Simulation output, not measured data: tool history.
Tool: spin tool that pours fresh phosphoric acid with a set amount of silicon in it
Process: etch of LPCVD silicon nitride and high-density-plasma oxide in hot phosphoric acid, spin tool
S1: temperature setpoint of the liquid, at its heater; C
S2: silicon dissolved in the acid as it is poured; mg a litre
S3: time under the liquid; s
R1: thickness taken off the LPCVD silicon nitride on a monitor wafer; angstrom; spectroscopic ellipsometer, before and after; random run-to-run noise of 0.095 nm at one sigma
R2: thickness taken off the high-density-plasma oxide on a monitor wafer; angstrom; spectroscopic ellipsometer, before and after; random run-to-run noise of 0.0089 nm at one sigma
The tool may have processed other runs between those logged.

run,hour,S1,S2,S3,R1,R2
1,0,164,28.5,110,119.33,2.5371
2,7.1,163,34.5,105,111.73,1.3531
3,13.2,163,34.5,145,150.71,1.7356
4,21.9,162.5,36,130,131.7,2.3898
5,26.5,163,40,115,120.07,1.5968
6,33.8,162,42.5,110,113.08,0.82959
7,41.2,161.5,41,105,103.81,0.96371

Run 8 has not been measured yet. What should we expect?
8,46.7,161,42,105,?,?

Run 8 produced R1 104.36 angstrom, R2 0.70068 angstrom.

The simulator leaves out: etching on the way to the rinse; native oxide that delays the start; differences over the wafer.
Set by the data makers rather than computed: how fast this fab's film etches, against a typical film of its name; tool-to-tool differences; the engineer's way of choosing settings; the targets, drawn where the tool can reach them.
